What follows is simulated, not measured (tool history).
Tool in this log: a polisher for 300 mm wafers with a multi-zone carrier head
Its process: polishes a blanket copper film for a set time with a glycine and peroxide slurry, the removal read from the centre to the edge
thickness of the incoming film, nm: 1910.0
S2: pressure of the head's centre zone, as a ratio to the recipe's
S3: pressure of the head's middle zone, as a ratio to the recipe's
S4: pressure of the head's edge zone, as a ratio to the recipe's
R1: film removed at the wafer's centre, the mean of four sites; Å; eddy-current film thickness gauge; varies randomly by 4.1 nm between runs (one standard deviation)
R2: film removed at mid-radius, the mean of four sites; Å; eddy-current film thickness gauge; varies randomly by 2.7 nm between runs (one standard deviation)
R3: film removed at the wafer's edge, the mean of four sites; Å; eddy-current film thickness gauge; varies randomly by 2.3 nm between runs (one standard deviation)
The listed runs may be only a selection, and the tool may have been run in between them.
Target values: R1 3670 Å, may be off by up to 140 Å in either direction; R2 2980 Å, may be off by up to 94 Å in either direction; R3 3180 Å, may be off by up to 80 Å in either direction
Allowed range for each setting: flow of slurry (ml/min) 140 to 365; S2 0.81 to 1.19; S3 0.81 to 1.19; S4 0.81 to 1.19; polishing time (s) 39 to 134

Run 1, hour 0: flow of slurry (ml/min) 235, S2 1, S3 1, S4 1, polishing time (s) 86. Result: R1 4781.3 Å, R2 4944.7 Å, R3 4848.8 Å.
Run 2, hour 6.3: flow of slurry (ml/min) 280, S2 1, S3 1, S4 1, polishing time (s) 86. Result: R1 4807.4 Å, R2 4995.4 Å, R3 4937.9 Å.
Run 3, hour 8.4: flow of slurry (ml/min) 280, S2 0.91, S3 1, S4 1, polishing time (s) 86. Result: R1 4417.7 Å, R2 5036.7 Å, R3 4970.5 Å.
Run 4, hour 11.3: flow of slurry (ml/min) 280, S2 0.91, S3 1, S4 1, polishing time (s) 73. Result: R1 3752.2 Å, R2 4258.4 Å, R3 4109.8 Å.
Run 5, hour 18.2: flow of slurry (ml/min) 280, S2 0.91, S3 1, S4 1.07, polishing time (s) 73. Result: R1 3779.3 Å, R2 4246.9 Å, R3 4308.8 Å.
Run 6, hour 21.9: flow of slurry (ml/min) 280, S2 0.91, S3 1, S4 1.13, polishing time (s) 73. Result: R1 3792.9 Å, R2 4278.1 Å, R3 4459.4 Å.
Run 7, hour 22.5: flow of slurry (ml/min) 270, S2 0.96, S3 0.94, S4 1.04, polishing time (s) 68. Result: R1 3681.7 Å, R2 3797.4 Å, R3 3958.8 Å.
Run 8, hour 24.1: flow of slurry (ml/min) 260, S2 1.01, S3 0.9, S4 0.99, polishing time (s) 65. Result: R1 3669.4 Å, R2 3467.4 Å, R3 3680.4 Å.
Run 9, hour 29.2: flow of slurry (ml/min) 250, S2 1.04, S3 0.87, S4 0.94, polishing time (s) 64. Result: R1 3643.4 Å, R2 3368.2 Å, R3 3538.7 Å.
Run 10, hour 32.3: flow of slurry (ml/min) 245, S2 1.07, S3 0.85, S4 0.92, polishing time (s) 62. Result: R1 3750.7 Å, R2 3193 Å, R3 3412.7 Å.
Run 11, hour 34.7: flow of slurry (ml/min) 245, S2 1.07, S3 0.85, S4 0.92, polishing time (s) 62. Result: R1 3734.3 Å, R2 3225.2 Å, R3 3371.2 Å.
At hour 38.7: worn pad replaced by a new one.
Run 12, hour 38.7: flow of slurry (ml/min) 235, S2 1.08, S3 0.84, S4 0.91, polishing time (s) 61. Result: R1 4094.1 Å, R2 3496.2 Å, R3 3710.7 Å.
Run 13, hour 45.9: flow of slurry (ml/min) 300, S2 1.1, S3 0.82, S4 0.96, polishing time (s) 60. Result: R1 4223.7 Å, R2 3471.9 Å, R3 3823.3 Å.
Run 14, hour 49.5: flow of slurry (ml/min) 255, S2 1.1, S3 0.82, S4 0.93, polishing time (s) 60. Result: R1 4114.6 Å, R2 3423.6 Å, R3 3709 Å.
Run 15, hour 51.5: flow of slurry (ml/min) 265, S2 1.09, S3 0.82, S4 0.9, polishing time (s) 60. Result: R1 4100.2 Å, R2 3402.5 Å, R3 3692.3 Å.
Run 16, hour 58: flow of slurry (ml/min) 235, S2 1.1, S3 0.82, S4 0.9, polishing time (s) 59. Result: R1 4017.4 Å, R2 3327 Å, R3 3584.3 Å.
Run 17, hour 65.6: flow of slurry (ml/min) 250, S2 1.1, S3 0.82, S4 0.88, polishing time (s) 56. Result: R1 3877.4 Å, R2 3131.9 Å, R3 3360.7 Å.
Run 18, hour 66.2: flow of slurry (ml/min) 240, S2 1.09, S3 0.82, S4 0.87, polishing time (s) 56. Result: R1 3784.9 Å, R2 3189.8 Å, R3 3314.4 Å.

5 candidate next runs follow, results not yet known. Just one meets every target within its allowed miss. Identify it.
Run A, hour 66.8: flow of slurry (ml/min) 210, S2 1.18, S3 0.81, S4 0.99, polishing time (s) 54. Result: R1 ?, R2 ?, R3 ?.
Run B, hour 66.8: flow of slurry (ml/min) 270, S2 1.06, S3 0.93, S4 0.81, polishing time (s) 54. Result: R1 ?, R2 ?, R3 ?.
Run C, hour 66.8: flow of slurry (ml/min) 260, S2 1.13, S3 0.9, S4 0.82, polishing time (s) 56. Result: R1 ?, R2 ?, R3 ?.
Run D, hour 66.8: flow of slurry (ml/min) 250, S2 1.13, S3 0.81, S4 1.03, polishing time (s) 53. Result: R1 ?, R2 ?, R3 ?.
Run E, hour 66.8: flow of slurry (ml/min) 240, S2 1.12, S3 0.82, S4 0.9, polishing time (s) 52. Result: R1 ?, R2 ?, R3 ?.

move      R1      R2      R3
   A  3892.6  2974.1    3418
   B  3589.8  3327.1  3169.7
   C    3955  3365.4  3297.5
   D  3726.5    2969  3462.9
   E  3608.6  2924.8  3177.7
A: meets the target for the result that was furthest off, but another lies outside its allowed miss
B: lands further from the targets than the last run did
C: lands further from the targets than the last run did
D: meets the target for the result that was furthest off, but another lies outside its allowed miss
E: every result within its allowed miss
Move E is the one to make.
